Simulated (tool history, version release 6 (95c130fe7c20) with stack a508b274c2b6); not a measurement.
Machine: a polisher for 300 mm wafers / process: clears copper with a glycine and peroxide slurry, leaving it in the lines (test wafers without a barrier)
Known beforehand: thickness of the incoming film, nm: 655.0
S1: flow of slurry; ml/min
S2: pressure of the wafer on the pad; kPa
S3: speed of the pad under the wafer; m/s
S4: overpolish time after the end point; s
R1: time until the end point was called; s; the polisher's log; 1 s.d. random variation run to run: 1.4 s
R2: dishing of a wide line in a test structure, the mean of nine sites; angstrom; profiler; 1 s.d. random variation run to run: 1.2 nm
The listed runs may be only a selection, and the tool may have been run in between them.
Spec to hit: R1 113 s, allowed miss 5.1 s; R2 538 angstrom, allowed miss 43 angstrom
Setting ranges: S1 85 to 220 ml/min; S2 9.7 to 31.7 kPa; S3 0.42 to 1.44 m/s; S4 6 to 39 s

run	hour	S1	S2	S3	S4	R1	R2
1	0	140	20.7	0.92	20	160.87	414.77
2	6	145	22.8	0.94	21	151.81	442.23
3	14.8	145	24.8	0.96	21	141.49	467.13
4	18	145	29.6	0.96	21	130.26	480.25
5	19.2	145	27.6	0.96	21	134.5	462.29
6	26.2	150	29	0.98	22	130.41	488.83
7	30.5	150	29.6	1.02	22	119.95	500.34
8	36.4	150	30.3	1.02	23	119.18	518.49
# hour 37.5: worn pad replaced by a new one
9	37.5	155	31.7	1.02	23	103.02	549.22
10	42.9	150	31.7	1.02	23	103.69	548.78
11	47.8	150	31	1.02	23	105.7	527.59
12	51.5	150	30.3	1.02	24	109.56	540.95

4 candidate next runs follow, results not yet known. Just one meets every target within its allowed miss. Identify it.
A	55.2	200	29.6	1.02	23	?	?
B	55.2	135	26.2	0.98	22	?	?
C	55.2	130	30.3	1.06	35	?	?
D	55.2	115	29	1.02	24	?	?

move	R1	R2
A	103.54	527.07
B	121.25	491.88
C	104.67	578.45
D	113.4	518.86
A: moves away from the targets compared with the last run
B: moves the result that the last run missed by most past its target, out the other side
C: moves away from the targets compared with the last run
D: hits every target within its allowed miss
Correct choice: D, which meets every target
